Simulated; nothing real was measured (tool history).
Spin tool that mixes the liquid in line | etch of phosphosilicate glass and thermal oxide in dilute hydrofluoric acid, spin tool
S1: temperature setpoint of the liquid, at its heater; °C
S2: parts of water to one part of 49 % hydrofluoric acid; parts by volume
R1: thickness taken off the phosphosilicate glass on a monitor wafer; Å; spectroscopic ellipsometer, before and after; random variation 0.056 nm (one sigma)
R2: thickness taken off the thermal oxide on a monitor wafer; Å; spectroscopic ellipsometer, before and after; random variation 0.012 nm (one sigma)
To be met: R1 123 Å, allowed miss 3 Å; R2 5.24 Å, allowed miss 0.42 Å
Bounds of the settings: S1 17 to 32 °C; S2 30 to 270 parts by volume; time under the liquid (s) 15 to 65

Run 1, day 0: S1 24 °C, S2 150 parts by volume, time under the liquid (s) 35. Result: R1 244.07 Å, R2 10.424 Å.
Run 2, day 0.262: S1 23 °C, S2 155 parts by volume, time under the liquid (s) 35. Result: R1 226.68 Å, R2 9.6368 Å.
Run 3, day 0.358: S1 22 °C, S2 160 parts by volume, time under the liquid (s) 35. Result: R1 208.78 Å, R2 9.4323 Å.
Run 4, day 0.529: S1 22 °C, S2 160 parts by volume, time under the liquid (s) 25. Result: R1 150.09 Å, R2 6.1167 Å.
Run 5, day 0.675: S1 25 °C, S2 160 parts by volume, time under the liquid (s) 25. Result: R1 167.66 Å, R2 7.3462 Å.
Run 6, day 1.021: S1 24 °C, S2 160 parts by volume, time under the liquid (s) 25. Result: R1 162.17 Å, R2 6.9814 Å.
Run 7, day 1.304: S1 23 °C, S2 160 parts by volume, time under the liquid (s) 25. Result: R1 154.77 Å, R2 6.6028 Å.
Run 8, day 1.483: S1 22.5 °C, S2 160 parts by volume, time under the liquid (s) 25. Result: R1 151.9 Å, R2 6.652 Å.
Run 9, day 1.512: S1 22 °C, S2 160 parts by volume, time under the liquid (s) 25. Result: R1 150.02 Å, R2 6.3296 Å.
Run 10, day 1.575: S1 21.5 °C, S2 160 parts by volume, time under the liquid (s) 25. Result: R1 147.16 Å, R2 6.2264 Å.

4 next moves are on the table. One of them brings every result within its allowed miss. Which?
Run A, day 1.638: S1 23.5 °C, S2 180 parts by volume, time under the liquid (s) 25. Result: R1 ?, R2 ?.
Run B, day 1.638: S1 19 °C, S2 200 parts by volume, time under the liquid (s) 30. Result: R1 ?, R2 ?.
Run C, day 1.638: S1 22 °C, S2 110 parts by volume, time under the liquid (s) 20. Result: R1 ?, R2 ?.
Run D, day 1.638: S1 23 °C, S2 195 parts by volume, time under the liquid (s) 35. Result: R1 ?, R2 ?.

move      R1      R2
   A  139.23  5.9956
   B  123.98   5.339
   C  185.95  8.0076
   D  173.76  7.4826
A: nearer than the last run, and not there yet
B: meets every target
C: further off than the last run
D: further off than the last run
Move B is the one to make.

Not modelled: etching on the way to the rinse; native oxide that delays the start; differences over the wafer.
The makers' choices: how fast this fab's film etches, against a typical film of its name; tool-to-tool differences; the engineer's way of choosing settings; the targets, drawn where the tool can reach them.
